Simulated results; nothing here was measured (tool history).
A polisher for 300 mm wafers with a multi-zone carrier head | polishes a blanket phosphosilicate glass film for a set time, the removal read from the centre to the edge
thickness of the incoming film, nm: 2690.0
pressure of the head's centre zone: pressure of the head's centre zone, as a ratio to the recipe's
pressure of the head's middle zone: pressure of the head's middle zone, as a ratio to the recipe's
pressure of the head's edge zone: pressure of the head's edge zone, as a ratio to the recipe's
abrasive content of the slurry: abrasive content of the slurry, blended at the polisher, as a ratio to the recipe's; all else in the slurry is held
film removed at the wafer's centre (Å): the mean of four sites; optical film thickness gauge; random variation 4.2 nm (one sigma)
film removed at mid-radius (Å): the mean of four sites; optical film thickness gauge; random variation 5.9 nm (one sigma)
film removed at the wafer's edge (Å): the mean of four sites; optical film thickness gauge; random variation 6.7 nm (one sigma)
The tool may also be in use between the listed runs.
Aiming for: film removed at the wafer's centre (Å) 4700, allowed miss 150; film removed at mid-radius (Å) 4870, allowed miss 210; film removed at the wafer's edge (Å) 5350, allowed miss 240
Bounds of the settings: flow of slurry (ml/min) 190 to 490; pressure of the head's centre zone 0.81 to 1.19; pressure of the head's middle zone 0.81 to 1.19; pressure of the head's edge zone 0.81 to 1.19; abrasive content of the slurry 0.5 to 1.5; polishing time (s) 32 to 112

run  hour  flow of slurry (ml/min)  pressure of the head's centre zone  pressure of the head's middle zone  pressure of the head's edge zone  abrasive content of the slurry  polishing time (s)  film removed at the wafer's centre (Å)  film removed at mid-radius (Å)  film removed at the wafer's edge (Å)
  1     0                      315                                   1                                   1                                 1                               1                  72                                    6201                            6295                                6331.6
  2   1.4                      315                                   1                                1.08                                 1                               1                  72                                  6248.1                          6549.3                                  6284
  3   8.7                      315                                   1                                1.08                              0.97                               1                  72                                  6125.4                          6611.2                                6309.6
  4  17.5                      305                                0.98                                1.03                              0.98                             0.9                  72                                  5828.8                          6058.5                                6000.5
  5    23                      305                                1.04                                1.03                              0.98                             0.9                  72                                  6151.5                          6026.5                                6056.2
  6  25.2                      295                                   1                                   1                              0.99                            0.85                  72                                  5828.6                          5686.4                                5872.9
  7  26.5                      290                                0.96                                0.98                              0.99                             0.8                  72                                    5473                          5533.9                                5702.4
  8  27.2                      285                                0.94                                0.96                                 1                            0.75                  72                                  5119.2                          5388.3                                5547.5
  9  36.1                      280                                0.93                                0.94                              1.01                            0.75                  72                                  5090.5                          5062.5                                5556.5

Which single option among these 4 for the next run brings every result within its allowed miss of target? Just one does.
  A    45                      290                                1.14                                0.98                                 1                             0.8                  66                                       ?                               ?                                     ?
  B    45                      325                                0.85                                0.85                              1.07                             0.8                  71                                       ?                               ?                                     ?
  C    45                      325                                0.96                                1.08                                 1                            0.65                  72                                       ?                               ?                                     ?
  D    45                      320                                0.86                                0.89                              0.96                            1.15                  60                                       ?                               ?                                     ?

move  film removed at the wafer's centre (Å)  film removed at mid-radius (Å)  film removed at the wafer's edge (Å)
   A                                  5933.9                          5028.6                                5301.7
   B                                  4781.7                          4846.8                                5938.3
   C                                  5034.2                          5505.4                                5324.2
   D                                  4707.1                          4897.2                                5477.6
A: its largest miss is bigger than the last run's
B: puts the biggest miss on target and leaves a different result outside tolerance
C: its largest miss is bigger than the last run's
D: all results land within tolerance of their targets
The move that meets every target is D.
